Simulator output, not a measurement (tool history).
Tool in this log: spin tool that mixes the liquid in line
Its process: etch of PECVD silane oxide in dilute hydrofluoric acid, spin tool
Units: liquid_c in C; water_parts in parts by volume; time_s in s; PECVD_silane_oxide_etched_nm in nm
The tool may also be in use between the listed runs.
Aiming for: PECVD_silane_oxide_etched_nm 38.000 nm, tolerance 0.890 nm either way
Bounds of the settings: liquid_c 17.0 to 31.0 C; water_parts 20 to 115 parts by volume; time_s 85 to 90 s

| run | day | liquid_c | water_parts | time_s | PECVD_silane_oxide_etched_nm |
|---|---|---|---|---|---|
| 1 | 0.000 | 23.0 | 65 | 85 | 45.279 |
| 2 | 0.317 | 23.0 | 80 | 85 | 35.838 |
| 3 | 0.371 | 23.0 | 60 | 85 | 49.384 |
| 4 | 0.504 | 21.5 | 60 | 85 | 46.380 |
| 5 | 0.671 | 21.5 | 40 | 85 | 71.357 |
| 6 | 1.012 | 20.5 | 45 | 85 | 60.393 |
| 7 | 1.279 | 20.5 | 45 | 85 | 60.324 |
|  | 1.538 | thermometer replaced |
| 8 | 1.538 | 19.5 | 50 | 85 | 49.161 |
| 9 | 1.850 | 19.0 | 50 | 85 | 47.854 |
| 10 | 2.212 | 18.5 | 50 | 85 | 47.205 |

Pick the move, out of 4, that brings all results within their allowed miss; only one does.
| A | 2.575 | 18.5 | 40 | 90 | ? |
| B | 2.575 | 20.5 | 70 | 90 | ? |
| C | 2.575 | 21.5 | 45 | 85 | ? |
| D | 2.575 | 18.5 | 45 | 85 | ? |

| move | PECVD_silane_oxide_etched_nm |
|---|---|
| A | 63.853 |
| B | 38.345 |
| C | 60.564 |
| D | 53.294 |
A: further off than the last run
B: meets every target
C: further off than the last run
D: further off than the last run
Answer: B
